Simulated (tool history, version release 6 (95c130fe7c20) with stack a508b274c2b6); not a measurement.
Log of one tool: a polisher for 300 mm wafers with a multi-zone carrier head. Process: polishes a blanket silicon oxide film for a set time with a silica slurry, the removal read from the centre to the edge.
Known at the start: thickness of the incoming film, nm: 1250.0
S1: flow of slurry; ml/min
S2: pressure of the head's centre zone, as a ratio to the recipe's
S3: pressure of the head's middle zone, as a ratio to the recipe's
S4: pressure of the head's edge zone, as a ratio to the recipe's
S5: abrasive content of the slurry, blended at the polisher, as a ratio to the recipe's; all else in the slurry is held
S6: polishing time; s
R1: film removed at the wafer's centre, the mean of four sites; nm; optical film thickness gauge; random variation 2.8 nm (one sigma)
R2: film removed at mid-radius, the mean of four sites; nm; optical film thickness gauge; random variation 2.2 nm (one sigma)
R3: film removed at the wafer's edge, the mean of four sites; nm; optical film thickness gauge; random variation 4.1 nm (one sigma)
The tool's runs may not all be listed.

run,hour,S1,S2,S3,S4,S5,S6,R1,R2,R3
1,0,280,1,1,1,1,67,255.57,264.25,257.41
2,0.9,280,1.05,1,1,1,67,265.36,262.06,261.23
3,4.3,300,1.09,1.03,1.02,1.05,67,281.46,277.13,267.54
4,9.7,300,1.09,1.03,1.02,0.9,67,266.15,258.1,249.57
5,15.7,335,1.09,1.03,1.02,0.9,67,269.01,264.64,251.33
6,18.4,370,1.09,1.03,1.02,0.9,67,275.27,262.35,254.85

Run 7 comes next. What will it give?
7,22,420,1.14,1.13,1.12,1.15,68,?,?,?

{"run 7": {"R1": 324.48, "R2": 320.62, "R3": 302.21}}
